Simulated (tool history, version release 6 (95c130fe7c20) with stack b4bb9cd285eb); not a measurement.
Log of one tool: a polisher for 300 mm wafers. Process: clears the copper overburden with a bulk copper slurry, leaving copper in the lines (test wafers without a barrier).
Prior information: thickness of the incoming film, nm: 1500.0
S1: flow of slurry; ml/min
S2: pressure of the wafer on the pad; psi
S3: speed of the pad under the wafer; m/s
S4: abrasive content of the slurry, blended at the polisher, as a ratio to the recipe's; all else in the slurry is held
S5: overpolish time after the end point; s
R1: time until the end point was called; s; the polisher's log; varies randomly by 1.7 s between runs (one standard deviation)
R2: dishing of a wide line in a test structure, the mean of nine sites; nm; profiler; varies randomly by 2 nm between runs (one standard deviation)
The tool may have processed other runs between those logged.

run 1 hour=0 | S1=130 S2=2.7 S3=1.4 S4=1 S5=26 | R1=118.89 R2=122.66
run 2 hour=3.3 | S1=130 S2=2.6 S3=1.42 S4=1 S5=23 | R1=121.56 R2=115.34
run 3 hour=8.2 | S1=130 S2=3.2 S3=1.42 S4=1 S5=23 | R1=106.72 R2=138.75
run 4 hour=10.9 | S1=130 S2=3 S3=1.42 S4=1 S5=21 | R1=110.19 R2=129.82
run 5 hour=13.9 | S1=110 S2=3 S3=1.42 S4=1 S5=21 | R1=115.12 R2=124.73
run 6 hour=16.6 | S1=110 S2=3 S3=1.42 S4=1.2 S5=21 | R1=109.75 R2=129.79
run 7 hour=21 | S1=110 S2=2.8 S3=1.44 S4=1.2 S5=19 | R1=111.55 R2=120.24
run 8 hour=22.5 | S1=110 S2=2.8 S3=1.44 S4=1.2 S5=19 | R1=111.76 R2=119.14

Run 9 comes next. What will it give?
run 9 hour=27.2 | S1=110 S2=2.7 S3=1.44 S4=1.2 S5=18 | R1=? R2=?

R1: 113.69 s
R2: 114.13 nm
